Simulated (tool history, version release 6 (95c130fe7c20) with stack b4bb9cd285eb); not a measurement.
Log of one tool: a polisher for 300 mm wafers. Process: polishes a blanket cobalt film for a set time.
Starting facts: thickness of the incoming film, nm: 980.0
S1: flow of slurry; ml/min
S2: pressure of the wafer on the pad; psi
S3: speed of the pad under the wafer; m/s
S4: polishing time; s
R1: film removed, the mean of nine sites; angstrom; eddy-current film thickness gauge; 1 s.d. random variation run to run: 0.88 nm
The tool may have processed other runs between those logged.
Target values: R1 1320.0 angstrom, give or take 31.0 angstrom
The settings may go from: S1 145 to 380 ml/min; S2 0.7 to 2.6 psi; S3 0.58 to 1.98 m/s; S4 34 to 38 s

run,day,S1,S2,S3,S4,R1
1,0.000,245,1.6,1.28,38,2270.9
2,0.067,210,1.6,1.28,38,2235.0
3,0.408,205,1.4,1.28,38,1974.1
4,0.621,205,1.4,1.28,38,1954.1
5,0.996,200,1.3,1.28,38,1856.0
6,1.275,145,1.3,1.28,38,1739.8
7,1.433,145,1.2,1.28,38,1621.4
8,1.729,145,1.1,1.28,38,1507.7
9,2.038,145,1.1,1.28,38,1517.7
10,2.167,145,1.0,1.28,38,1423.1

Which one of the following 4 next-run settings gets every result inside its allowed miss? There is exactly one.
A,2.296,150,1.0,1.32,36,?
B,2.296,155,1.3,1.02,38,?
C,2.296,145,1.1,1.28,38,?
D,2.296,170,1.1,1.10,37,?

move,R1
A,1370.0
B,1401.1
C,1502.2
D,1304.5
A: closer than the last run, but not yet in spec
B: closer than the last run, but not yet in spec
C: lands further from the targets than the last run did
D: in spec on every target
The right move is D.
